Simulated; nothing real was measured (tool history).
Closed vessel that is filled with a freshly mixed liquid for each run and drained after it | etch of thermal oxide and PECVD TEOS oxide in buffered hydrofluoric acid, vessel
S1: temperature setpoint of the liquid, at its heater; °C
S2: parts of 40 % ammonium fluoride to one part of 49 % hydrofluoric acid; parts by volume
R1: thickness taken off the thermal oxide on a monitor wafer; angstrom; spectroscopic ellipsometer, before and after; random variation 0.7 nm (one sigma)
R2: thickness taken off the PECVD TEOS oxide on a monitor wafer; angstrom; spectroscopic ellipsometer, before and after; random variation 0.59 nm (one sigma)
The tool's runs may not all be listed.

Run 1, hour 0: S1 25 °C, S2 9 parts by volume, time in the liquid (s) 60. Result: R1 730.12 angstrom, R2 911.57 angstrom.
Run 2, hour 4.6: S1 25.5 °C, S2 9 parts by volume, time in the liquid (s) 60. Result: R1 756.61 angstrom, R2 933.13 angstrom.
Run 3, hour 11.7: S1 25.5 °C, S2 11 parts by volume, time in the liquid (s) 60. Result: R1 650.88 angstrom, R2 802.44 angstrom.
Run 4, hour 16.4: S1 26.5 °C, S2 11 parts by volume, time in the liquid (s) 60. Result: R1 673.59 angstrom, R2 835.81 angstrom.
Run 5, hour 23.1: S1 27.5 °C, S2 11 parts by volume, time in the liquid (s) 60. Result: R1 698.7 angstrom, R2 885.25 angstrom.
Run 6, hour 30.5: S1 28 °C, S2 10.5 parts by volume, time in the liquid (s) 60. Result: R1 775.63 angstrom, R2 961.81 angstrom.
Run 7, hour 35.8: S1 28.5 °C, S2 10.5 parts by volume, time in the liquid (s) 60. Result: R1 785.95 angstrom, R2 982.61 angstrom.

Run 8 comes next. What will it give?
Run 8, hour 42.1: S1 29 °C, S2 10.5 parts by volume, time in the liquid (s) 60. Result: R1 ?, R2 ?.

Run 8 gave R1 791.61 angstrom, R2 1010.8 angstrom.

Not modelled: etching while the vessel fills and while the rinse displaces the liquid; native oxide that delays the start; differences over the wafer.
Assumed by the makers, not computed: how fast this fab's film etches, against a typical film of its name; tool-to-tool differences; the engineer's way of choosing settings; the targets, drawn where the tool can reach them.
